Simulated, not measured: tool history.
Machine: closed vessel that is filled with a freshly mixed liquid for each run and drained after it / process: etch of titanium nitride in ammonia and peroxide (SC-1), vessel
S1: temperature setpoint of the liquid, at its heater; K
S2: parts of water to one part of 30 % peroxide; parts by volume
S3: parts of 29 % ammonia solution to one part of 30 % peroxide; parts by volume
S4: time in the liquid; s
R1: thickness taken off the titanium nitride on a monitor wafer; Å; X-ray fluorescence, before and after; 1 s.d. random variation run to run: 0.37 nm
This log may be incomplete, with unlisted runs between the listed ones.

run	hour	S1	S2	S3	S4	R1
1	0	330.15	10	0.5	260	204.8
2	4.8	332.15	10	0.5	260	233.14
3	11.2	332.15	10	0.5	260	234.67
4	16.5	332.15	10	0.5	260	234.05
5	20.8	333.65	10	0.5	260	261.23
6	23.3	334.65	10	0.5	260	277.49
7	27.8	335.65	10	0.5	260	290.2

Predict the results of run 8:
8	29.7	336.65	10	0.5	260	?

Run 8 yielded R1 317.3 Å.
